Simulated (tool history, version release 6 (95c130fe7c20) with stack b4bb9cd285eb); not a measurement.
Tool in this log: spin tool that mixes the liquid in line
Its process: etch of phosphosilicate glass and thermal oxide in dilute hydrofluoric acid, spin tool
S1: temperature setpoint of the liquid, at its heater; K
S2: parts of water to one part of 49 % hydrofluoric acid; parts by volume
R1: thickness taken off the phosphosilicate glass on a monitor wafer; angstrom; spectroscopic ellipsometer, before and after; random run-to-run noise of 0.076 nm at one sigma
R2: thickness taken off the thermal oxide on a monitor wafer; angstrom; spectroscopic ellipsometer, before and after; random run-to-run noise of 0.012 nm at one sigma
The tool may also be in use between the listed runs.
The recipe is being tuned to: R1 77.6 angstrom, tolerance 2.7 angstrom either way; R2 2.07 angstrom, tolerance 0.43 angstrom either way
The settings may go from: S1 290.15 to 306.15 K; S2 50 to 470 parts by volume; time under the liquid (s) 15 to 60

Run 1, hour 0: S1 298.15 K, S2 260 parts by volume, time under the liquid (s) 30. Result: R1 157.42 angstrom, R2 4.0778 angstrom.
Run 2, hour 6.1: S1 297.15 K, S2 260 parts by volume, time under the liquid (s) 30. Result: R1 147.95 angstrom, R2 3.6266 angstrom.
Run 3, hour 7: S1 297.15 K, S2 335 parts by volume, time under the liquid (s) 30. Result: R1 109.18 angstrom, R2 2.9485 angstrom.
Run 4, hour 12.7: S1 296.65 K, S2 340 parts by volume, time under the liquid (s) 30. Result: R1 104.88 angstrom, R2 2.8292 angstrom.
At hour 17.9: thermometer replaced.
Run 5, hour 17.9: S1 296.15 K, S2 345 parts by volume, time under the liquid (s) 30. Result: R1 108.56 angstrom, R2 2.875 angstrom.
Run 6, hour 25.5: S1 296.15 K, S2 300 parts by volume, time under the liquid (s) 30. Result: R1 129 angstrom, R2 3.3201 angstrom.
Run 7, hour 31.4: S1 296.15 K, S2 315 parts by volume, time under the liquid (s) 30. Result: R1 119.6 angstrom, R2 3.3349 angstrom.
Run 8, hour 38.4: S1 296.65 K, S2 330 parts by volume, time under the liquid (s) 30. Result: R1 113.34 angstrom, R2 3.0629 angstrom.
Run 9, hour 45.8: S1 296.15 K, S2 340 parts by volume, time under the liquid (s) 30. Result: R1 109.07 angstrom, R2 3.0807 angstrom.
Run 10, hour 51.7: S1 296.65 K, S2 350 parts by volume, time under the liquid (s) 30. Result: R1 107.39 angstrom, R2 2.7558 angstrom.
Run 11, hour 60.2: S1 296.15 K, S2 360 parts by volume, time under the liquid (s) 30. Result: R1 100.51 angstrom, R2 2.6148 angstrom.
Run 12, hour 66.5: S1 295.65 K, S2 365 parts by volume, time under the liquid (s) 30. Result: R1 100.16 angstrom, R2 2.4719 angstrom.
Run 13, hour 74.3: S1 296.15 K, S2 375 parts by volume, time under the liquid (s) 30. Result: R1 96.185 angstrom, R2 2.6022 angstrom.

Which of these 5 next moves meets every target?
Run A, hour 82.1: S1 295.15 K, S2 425 parts by volume, time under the liquid (s) 30. Result: R1 ?, R2 ?.
Run B, hour 82.1: S1 290.15 K, S2 180 parts by volume, time under the liquid (s) 20. Result: R1 ?, R2 ?.
Run C, hour 82.1: S1 295.65 K, S2 395 parts by volume, time under the liquid (s) 40. Result: R1 ?, R2 ?.
Run D, hour 82.1: S1 298.15 K, S2 315 parts by volume, time under the liquid (s) 30. Result: R1 ?, R2 ?.
Run E, hour 82.1: S1 296.65 K, S2 415 parts by volume, time under the liquid (s) 25. Result: R1 ?, R2 ?.

move      R1      R2
   A  78.646  2.0004
   B  127.94  3.2541
   C  117.72  2.9943
   D  129.71  3.2993
   E   71.14  1.8095
A: all results in spec
B: moves away from the targets compared with the last run
C: moves away from the targets compared with the last run
D: moves away from the targets compared with the last run
E: takes the result that was furthest off past its target
A is the move that brings every result within its allowed miss.
